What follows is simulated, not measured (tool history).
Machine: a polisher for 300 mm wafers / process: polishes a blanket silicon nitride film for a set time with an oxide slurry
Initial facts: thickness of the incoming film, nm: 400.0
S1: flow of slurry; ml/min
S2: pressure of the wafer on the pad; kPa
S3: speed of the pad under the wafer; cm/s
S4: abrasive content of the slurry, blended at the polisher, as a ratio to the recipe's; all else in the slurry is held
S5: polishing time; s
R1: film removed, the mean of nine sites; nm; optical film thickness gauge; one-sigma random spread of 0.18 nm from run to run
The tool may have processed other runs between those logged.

| run | hour | S1 | S2 | S3 | S4 | S5 | R1 |
|---|---|---|---|---|---|---|---|
| 1 | 0 | 285 | 15.9 | 94 | 1 | 70 | 28.383 |
| 2 | 7.4 | 285 | 17.2 | 94 | 1 | 70 | 31.065 |
| 3 | 8.3 | 285 | 17.2 | 110 | 1 | 70 | 33.367 |
| 4 | 9 | 285 | 17.2 | 110 | 1.1 | 70 | 34.43 |
| 5 | 14 | 285 | 15.2 | 108 | 1.1 | 70 | 30.976 |
| 6 | 22.3 | 285 | 13.1 | 106 | 1.1 | 70 | 27.094 |
| 7 | 30.1 | 285 | 11.7 | 106 | 1.1 | 70 | 24.438 |

What will run 8 give?
| 8 | 33.3 | 285 | 8.3 | 106 | 1.1 | 70 | ? |

{"run 8": {"R1": 18.072}}

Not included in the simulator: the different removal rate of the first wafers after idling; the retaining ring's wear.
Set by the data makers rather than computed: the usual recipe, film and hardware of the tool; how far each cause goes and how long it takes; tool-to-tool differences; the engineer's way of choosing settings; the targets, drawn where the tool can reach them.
